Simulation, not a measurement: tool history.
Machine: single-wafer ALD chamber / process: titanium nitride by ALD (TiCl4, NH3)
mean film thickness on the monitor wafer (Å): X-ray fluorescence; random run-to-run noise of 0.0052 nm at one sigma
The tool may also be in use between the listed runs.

| run | hour | heater temperature setpoint (K) | number of ALD cycles (cycles) | NH3 pulse time (s) | mean film thickness on the monitor wafer (Å) |
|---|---|---|---|---|---|
| 1 | 0 | 648.15 | 122 | 1.95 | 24.273 |
| 2 | 7 | 648.15 | 126 | 1.95 | 24.923 |
| 3 | 15.6 | 645.15 | 125 | 1.79 | 24.66 |
| 4 | 23.7 | 645.15 | 126 | 1.79 | 24.774 |
| 5 | 25.1 | 645.15 | 126 | 1.28 | 24.132 |
| 6 | 27.3 | 643.15 | 125 | 1.21 | 23.797 |
| 7 | 33.7 | 643.15 | 125 | 1.21 | 23.811 |
| 8 | 37.4 | 643.15 | 125 | 1.21 | 23.92 |
| 9 | 40.5 | 641.15 | 125 | 1.15 | 23.63 |
| 10 | 43 | 640.15 | 125 | 1.09 | 23.475 |
| 11 | 48.8 | 639.15 | 125 | 1.05 | 23.256 |
| 12 | 52.7 | 638.15 | 125 | 1.05 | 23.299 |
| 13 | 54.1 | 630.15 | 122 | 0.7 | 21.162 |
| 14 | 57.2 | 631.15 | 122 | 0.7 | 21.205 |
| 15 | 61.2 | 632.15 | 122 | 0.7 | 21.324 |
| 16 | 69.3 | 632.15 | 122 | 0.7 | 21.273 |
|  | 70.2 | thermocouple changed; heater temperature recalibrated |
| 17 | 70.2 | 633.15 | 122 | 0.7 | 20.977 |
| 18 | 75.9 | 634.15 | 122 | 0.7 | 21.062 |
| 19 | 82.7 | 634.15 | 124 | 0.7 | 21.411 |
| 20 | 89.7 | 635.15 | 124 | 0.71 | 21.422 |
| 21 | 98 | 641.15 | 126 | 1.08 | 23.432 |
| 22 | 104.2 | 640.15 | 126 | 1.08 | 23.358 |

What does the tool deliver on the next run?
| 23 | 108 | 639.15 | 126 | 1.08 | ? |

Run 23 gave mean film thickness on the monitor wafer (Å) 23.275.

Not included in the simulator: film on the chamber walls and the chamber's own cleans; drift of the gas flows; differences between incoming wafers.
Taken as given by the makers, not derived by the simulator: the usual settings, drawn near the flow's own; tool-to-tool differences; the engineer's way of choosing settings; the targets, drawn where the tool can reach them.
